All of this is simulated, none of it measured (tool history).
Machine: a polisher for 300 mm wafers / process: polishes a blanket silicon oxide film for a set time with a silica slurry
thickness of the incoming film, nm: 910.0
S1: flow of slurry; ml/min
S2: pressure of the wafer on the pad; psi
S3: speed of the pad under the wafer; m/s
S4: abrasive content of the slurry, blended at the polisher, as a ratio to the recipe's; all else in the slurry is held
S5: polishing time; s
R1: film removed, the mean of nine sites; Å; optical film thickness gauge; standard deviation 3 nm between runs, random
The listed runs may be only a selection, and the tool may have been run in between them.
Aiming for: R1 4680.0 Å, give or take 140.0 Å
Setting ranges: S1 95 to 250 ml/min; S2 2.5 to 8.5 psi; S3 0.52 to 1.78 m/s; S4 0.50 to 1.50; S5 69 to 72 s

run,hour,S1,S2,S3,S4,S5,R1
1,0.0,160,5.5,1.14,1.00,69,2800.7
2,1.0,160,5.5,1.14,1.00,72,2922.1
3,6.8,165,5.9,1.14,1.00,72,3155.8
4,8.5,165,5.9,1.14,1.00,72,3142.1
5,11.2,165,5.9,1.14,0.85,72,2947.4
6,18.8,165,5.9,0.96,0.85,72,2543.8
7,24.6,170,6.3,0.98,0.85,72,2764.0
8,25.8,170,6.6,1.00,0.85,72,2961.0
9,26.5,200,8.1,1.14,0.85,72,4077.9
10,33.0,200,8.2,1.16,0.85,72,4212.3
11,39.8,200,8.2,1.18,0.85,72,4331.2
12,46.2,200,8.4,1.20,0.85,72,4467.7
13,49.0,200,8.5,1.22,0.85,72,4462.1

Which single option among these 4 for the next run brings every result within its allowed miss of target? Just one does.
A,51.8,220,8.5,1.02,0.85,72,?
B,51.8,250,8.3,1.38,0.65,72,?
C,51.8,165,8.4,1.30,1.00,72,?
D,51.8,165,8.2,1.30,1.05,69,?

move,R1
A,3975.5
B,4395.7
C,4929.8
D,4711.9
A: the biggest miss grows against the last run
B: the biggest miss grows against the last run
C: takes the result that was furthest off past its target
D: meets every target
D is the move that brings every result within its allowed miss.

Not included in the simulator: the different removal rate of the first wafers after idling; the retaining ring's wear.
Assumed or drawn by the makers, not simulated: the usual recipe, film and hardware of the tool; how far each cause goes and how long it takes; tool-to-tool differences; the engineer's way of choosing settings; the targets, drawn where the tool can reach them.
